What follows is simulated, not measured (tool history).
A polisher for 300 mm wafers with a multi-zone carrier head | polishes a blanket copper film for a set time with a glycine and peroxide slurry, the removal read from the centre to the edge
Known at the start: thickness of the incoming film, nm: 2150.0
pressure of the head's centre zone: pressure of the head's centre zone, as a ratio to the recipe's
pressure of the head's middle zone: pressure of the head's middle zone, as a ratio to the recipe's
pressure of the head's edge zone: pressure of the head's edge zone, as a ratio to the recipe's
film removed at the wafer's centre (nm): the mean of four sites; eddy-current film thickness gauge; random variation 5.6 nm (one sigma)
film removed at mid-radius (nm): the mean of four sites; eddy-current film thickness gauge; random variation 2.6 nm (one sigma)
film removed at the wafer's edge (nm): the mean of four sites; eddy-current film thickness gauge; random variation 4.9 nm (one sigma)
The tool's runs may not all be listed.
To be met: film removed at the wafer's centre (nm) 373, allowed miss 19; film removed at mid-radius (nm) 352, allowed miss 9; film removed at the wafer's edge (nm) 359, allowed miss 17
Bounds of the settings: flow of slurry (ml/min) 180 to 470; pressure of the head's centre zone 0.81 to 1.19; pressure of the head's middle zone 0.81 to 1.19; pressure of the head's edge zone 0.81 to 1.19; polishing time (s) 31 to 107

run    day  flow of slurry (ml/min)  pressure of the head's centre zone  pressure of the head's middle zone  pressure of the head's edge zone  polishing time (s)  film removed at the wafer's centre (nm)  film removed at mid-radius (nm)  film removed at the wafer's edge (nm)
  1      0                      300                                   1                                   1                                 1                  69                                   263.54                           270.41                                 267.17
  2   0.05                      240                                   1                                   1                                 1                  69                                    256.5                           261.91                                 264.93
  3   0.15                      240                                   1                                0.93                                 1                  69                                   262.57                           243.66                                  259.9
  4  0.421                      245                                1.04                                0.97                              1.03                  73                                   289.26                           267.71                                 277.77
  5  0.646                      245                                1.05                                0.99                              1.06                  77                                    310.7                           290.51                                  300.8
  6  0.725                      245                                1.01                                0.99                              1.06                  77                                   291.25                           285.92                                 301.96
      0.85  -- worn pad replaced by a new one
  7   0.85                      260                                1.04                                1.01                              1.09                  79                                   343.82                           326.17                                 339.29
  8  1.196                      275                                1.04                                1.01                              1.09                  79                                   340.41                           329.21                                 336.86
  9  1.267                      290                                1.04                                1.01                               1.1                  79                                   333.11                           327.87                                 336.59

4 next moves are on the table. One of them brings every result within its allowed miss. Which?
  A  1.338                      230                                   1                                0.93                              0.94                  91                                        ?                                ?                                      ?
  B  1.338                      265                                1.13                                1.07                              1.02                  81                                        ?                                ?                                      ?
  C  1.338                      290                                   1                                1.01                              1.11                  74                                        ?                                ?                                      ?
  D  1.338                      270                                1.08                                1.08                              1.08                  84                                        ?                                ?                                      ?

move  film removed at the wafer's centre (nm)  film removed at mid-radius (nm)  film removed at the wafer's edge (nm)
   A                                   371.05                            348.8                                 360.38
   B                                   377.45                           352.19                                  335.1
   C                                   306.57                           308.18                                 320.87
   D                                   374.48                           368.62                                 357.73
A: meets every target
B: brings the result that was furthest off to its target, and leaves another outside
C: further off than the last run
D: takes the result that was furthest off past its target
The right move is A.
